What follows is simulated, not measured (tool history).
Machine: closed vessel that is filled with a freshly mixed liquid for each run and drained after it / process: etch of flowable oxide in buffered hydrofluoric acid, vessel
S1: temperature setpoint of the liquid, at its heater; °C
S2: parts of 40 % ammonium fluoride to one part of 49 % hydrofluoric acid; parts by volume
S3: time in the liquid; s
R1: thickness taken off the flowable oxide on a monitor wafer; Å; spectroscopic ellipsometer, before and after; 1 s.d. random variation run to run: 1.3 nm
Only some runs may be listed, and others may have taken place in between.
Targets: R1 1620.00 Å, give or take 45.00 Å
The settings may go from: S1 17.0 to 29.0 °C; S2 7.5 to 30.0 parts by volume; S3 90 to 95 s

run  hour    S1    S2  S3       R1
  1   0.0  21.0  20.5  90  1066.60
  2   6.4  19.0  20.5  90   939.88
  3  15.2  19.0  20.5  90   956.88
  4  16.1  19.0  17.5  90  1089.40
  5  19.1  20.0  17.5  90  1165.50
  6  22.7  20.0  17.5  90  1170.10
  7  29.7  21.0  17.5  90  1243.60
  8  31.4  21.5  17.5  90  1277.40
  9  37.8  22.0  17.5  90  1326.80
     43.9  -- thermometer replaced
 10  43.9  22.5  17.5  90  1511.50
 11  45.2  23.0  17.5  90  1558.50
 12  50.3  23.0  17.5  90  1552.20

Which of these 5 next moves meets every target?
  A  55.4  23.0  16.5  95   ?
  B  55.4  25.5  18.0  90   ?
  C  55.4  24.5  17.0  90   ?
  D  55.4  20.5  14.5  90   ?
  E  55.4  25.0  18.5  95   ?

move       R1
   A  1736.20
   B  1730.50
   C  1733.80
   D  1626.00
   E  1730.40
A: pushes the last run's worst result past its target
B: pushes the last run's worst result past its target
C: pushes the last run's worst result past its target
D: in spec on every target
E: pushes the last run's worst result past its target
Move D is the one to make.
